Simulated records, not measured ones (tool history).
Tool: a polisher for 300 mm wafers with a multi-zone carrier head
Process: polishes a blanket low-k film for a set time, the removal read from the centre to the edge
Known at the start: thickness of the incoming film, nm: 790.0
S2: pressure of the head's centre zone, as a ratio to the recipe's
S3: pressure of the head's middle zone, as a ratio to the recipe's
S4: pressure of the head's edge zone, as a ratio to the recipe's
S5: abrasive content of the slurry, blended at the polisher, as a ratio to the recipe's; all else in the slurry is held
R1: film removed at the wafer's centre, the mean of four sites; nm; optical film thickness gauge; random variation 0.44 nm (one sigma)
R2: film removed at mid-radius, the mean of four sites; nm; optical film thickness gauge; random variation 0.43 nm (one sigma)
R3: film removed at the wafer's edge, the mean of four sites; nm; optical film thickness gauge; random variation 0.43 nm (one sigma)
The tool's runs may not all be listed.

{"run": 1, "hour": 0.0, "flow of slurry (ml/min)": 315, "S2": 1, "S3": 1, "S4": 1, "S5": 1, "polishing time (s)": 77, "R1": 34.769, "R2": 35.445, "R3": 34.674}
{"run": 2, "hour": 1.4, "flow of slurry (ml/min)": 315, "S2": 0.99, "S3": 0.99, "S4": 1.05, "S5": 1.1, "polishing time (s)": 77, "R1": 35.501, "R2": 36.963, "R3": 36.661}
{"run": 3, "hour": 9.5, "flow of slurry (ml/min)": 315, "S2": 0.98, "S3": 0.96, "S4": 1.09, "S5": 1.2, "polishing time (s)": 78, "R1": 37.002, "R2": 37.015, "R3": 39.384}
{"run": 4, "hour": 14.1, "flow of slurry (ml/min)": 320, "S2": 0.98, "S3": 0.97, "S4": 1.12, "S5": 1.25, "polishing time (s)": 78, "R1": 37.38, "R2": 38.075, "R3": 39.524}
{"run": 5, "hour": 20.0, "flow of slurry (ml/min)": 320, "S2": 0.98, "S3": 1.02, "S4": 1.12, "S5": 1.25, "polishing time (s)": 78, "R1": 37.762, "R2": 39.238, "R3": 39.449}
{"run": 6, "hour": 21.1, "flow of slurry (ml/min)": 315, "S2": 0.97, "S3": 1, "S4": 1.14, "S5": 1.3, "polishing time (s)": 78, "R1": 37.867, "R2": 39.079, "R3": 41.291}
{"run": 7, "hour": 26.9, "flow of slurry (ml/min)": 310, "S2": 0.97, "S3": 1, "S4": 1.15, "S5": 1.35, "polishing time (s)": 78, "R1": 38.016, "R2": 39.457, "R3": 42.149}

The next listed run, before its measurement:
{"run": 8, "hour": 32.8, "flow of slurry (ml/min)": 310, "S2": 0.97, "S3": 1, "S4": 1.15, "S5": 1.4, "polishing time (s)": 78, "R1": "?", "R2": "?", "R3": "?"}

R1: 38.58 nm
R2: 41.402 nm
R3: 41.87 nm
